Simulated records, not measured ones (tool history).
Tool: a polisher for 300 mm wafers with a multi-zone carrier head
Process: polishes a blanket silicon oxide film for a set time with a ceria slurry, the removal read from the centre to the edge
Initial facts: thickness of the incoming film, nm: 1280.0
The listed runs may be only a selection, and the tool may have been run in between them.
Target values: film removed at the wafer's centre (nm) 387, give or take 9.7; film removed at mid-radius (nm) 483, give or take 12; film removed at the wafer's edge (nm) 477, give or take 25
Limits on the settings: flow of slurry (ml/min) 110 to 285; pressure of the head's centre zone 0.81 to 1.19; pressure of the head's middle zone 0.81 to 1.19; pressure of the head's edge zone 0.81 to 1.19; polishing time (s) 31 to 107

run,hour,flow of slurry (ml/min),pressure of the head's centre zone,pressure of the head's middle zone,pressure of the head's edge zone,polishing time (s),film removed at the wafer's centre (nm),film removed at mid-radius (nm),film removed at the wafer's edge (nm)
1,0,180,1,1,1,69,526.68,526.74,523.82
2,8.3,180,1.07,1,1,69,571.7,533.06,551.4
3,16,180,1.07,1,0.96,69,566.84,531.94,509.21
4,21.7,180,1.13,1,0.96,69,599.39,532.57,519.28
5,25.3,160,1.02,1.02,0.98,67,508.18,511.23,511.66
6,28,135,1.02,1.02,0.98,67,488.42,490.54,490.51
7,33.2,125,0.96,1.04,0.99,67,453.03,496.02,493.55
8,40.1,115,0.86,1.04,0.95,65,386.2,467.61,455.75

Which one of the following 5 next-run settings gets every result inside its allowed miss? There is exactly one.
A,47,110,0.83,1.03,0.95,69,?,?,?
B,47,125,0.81,1.08,0.91,68,?,?,?
C,47,115,0.88,1.02,0.94,68,?,?,?
D,47,115,0.88,1.03,0.89,64,?,?,?
E,47,110,0.91,0.98,0.98,68,?,?,?

move,film removed at the wafer's centre (nm),film removed at mid-radius (nm),film removed at the wafer's edge (nm)
A,392.09,486.25,478.78
B,393.7,517.53,473.96
C,414.92,481.51,473.87
D,390.54,456.98,434.82
E,421.87,459.26,479.17
A: meets every target
B: takes the result that was furthest off past its target
C: meets the target for the result that was furthest off, but another lies outside its allowed miss
D: moves away from the targets compared with the last run
E: moves away from the targets compared with the last run
So the answer is move A, the one that meets all the targets.
